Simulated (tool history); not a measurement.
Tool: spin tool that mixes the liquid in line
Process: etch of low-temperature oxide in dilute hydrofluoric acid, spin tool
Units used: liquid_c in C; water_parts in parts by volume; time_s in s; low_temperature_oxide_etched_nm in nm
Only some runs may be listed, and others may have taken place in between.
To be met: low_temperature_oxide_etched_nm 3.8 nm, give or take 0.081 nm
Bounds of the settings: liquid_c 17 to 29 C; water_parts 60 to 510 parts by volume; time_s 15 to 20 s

run  hour  liquid_c  water_parts  time_s  low_temperature_oxide_etched_nm
  1     0        21          285      20                            1.138
  2     1        23          285      20                           1.2265
  3   8.5      19.5          285      20                           1.0732
  4  16.3        21          250      20                           1.3258
  5  20.3      23.5          250      20                           1.4744
  6  22.9      24.5          225      20                           1.7168
  7  23.6      28.5          115      20                           4.4424
     32.4  -- thermometer replaced
  8  32.4        26          115      20                           4.2661
  9  33.9      25.5          115      20                           4.2182
 10  38.1        25          115      20                           4.1649

Pick the move, out of 5, that brings all results within their allowed miss; only one does.
  A  42.3        27          115      20                                ?
  B  42.3        23          110      20                                ?
  C  42.3        24          115      20                                ?
  D  42.3      27.5          135      20                                ?
  E  42.3        27          100      15                                ?

move  low_temperature_oxide_etched_nm
   A                           4.4588
   B                           4.0146
   C                           3.9708
   D                            3.773
   E                           3.9216
A: the biggest miss grows against the last run
B: nearer the targets than the last run, but a result is still out of spec
C: nearer the targets than the last run, but a result is still out of spec
D: meets every target
E: nearer the targets than the last run, but a result is still out of spec
Go with D: it meets all targets.
